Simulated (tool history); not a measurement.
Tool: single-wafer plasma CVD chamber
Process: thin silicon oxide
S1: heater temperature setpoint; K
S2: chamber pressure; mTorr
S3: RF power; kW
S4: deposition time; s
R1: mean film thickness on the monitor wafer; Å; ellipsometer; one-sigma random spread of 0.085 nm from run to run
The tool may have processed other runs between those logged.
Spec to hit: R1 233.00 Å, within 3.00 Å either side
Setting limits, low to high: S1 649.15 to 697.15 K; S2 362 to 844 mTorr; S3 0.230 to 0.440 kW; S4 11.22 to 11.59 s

| run | day | S1 | S2 | S3 | S4 | R1 |
|---|---|---|---|---|---|---|
| 1 | 0.000 | 673.15 | 603 | 0.335 | 11.22 | 170.85 |
| 2 | 0.246 | 673.15 | 527 | 0.335 | 11.22 | 149.87 |
| 3 | 0.583 | 673.15 | 590 | 0.335 | 11.22 | 167.04 |
| 4 | 0.750 | 673.15 | 655 | 0.335 | 11.22 | 186.44 |
| 5 | 1.017 | 673.15 | 616 | 0.335 | 11.22 | 175.26 |
| 6 | 1.142 | 669.15 | 616 | 0.335 | 11.22 | 176.05 |
| 7 | 1.400 | 668.15 | 655 | 0.335 | 11.22 | 185.71 |
| 8 | 1.604 | 668.15 | 689 | 0.335 | 11.22 | 197.12 |
| 9 | 1.758 | 668.15 | 714 | 0.335 | 11.22 | 201.43 |
| 10 | 1.933 | 668.15 | 739 | 0.335 | 11.22 | 209.55 |
| 11 | 2.058 | 668.15 | 757 | 0.335 | 11.22 | 213.87 |
| 12 | 2.350 | 668.15 | 772 | 0.335 | 11.22 | 218.04 |
| 13 | 2.408 | 668.15 | 772 | 0.335 | 11.22 | 217.57 |
| 14 | 2.529 | 668.15 | 772 | 0.335 | 11.22 | 219.80 |
| 15 | 2.788 | 668.15 | 782 | 0.335 | 11.22 | 220.23 |
| 16 | 2.942 | 668.15 | 782 | 0.335 | 11.22 | 220.35 |
| 17 | 3.075 | 667.15 | 791 | 0.335 | 11.22 | 222.76 |
| 18 | 3.371 | 667.15 | 799 | 0.335 | 11.22 | 225.92 |
| 19 | 3.658 | 667.15 | 805 | 0.335 | 11.22 | 226.86 |
| 20 | 3.933 | 667.15 | 810 | 0.335 | 11.22 | 228.43 |
| 21 | 4.279 | 667.15 | 814 | 0.335 | 11.22 | 227.73 |

Below are 4 possible settings for the next run. Only one of them brings all results inside the allowed miss of their targets. Which is it?
| A | 4.625 | 686.15 | 799 | 0.360 | 11.22 | ? |
| B | 4.625 | 669.15 | 844 | 0.320 | 11.22 | ? |
| C | 4.625 | 667.15 | 762 | 0.400 | 11.25 | ? |
| D | 4.625 | 671.15 | 747 | 0.365 | 11.59 | ? |

| move | R1 |
|---|---|
| A | 225.80 |
| B | 232.67 |
| C | 224.93 |
| D | 222.11 |
A: its largest miss is bigger than the last run's
B: each result inside its tolerance
C: its largest miss is bigger than the last run's
D: its largest miss is bigger than the last run's
Go with B: it meets all targets.
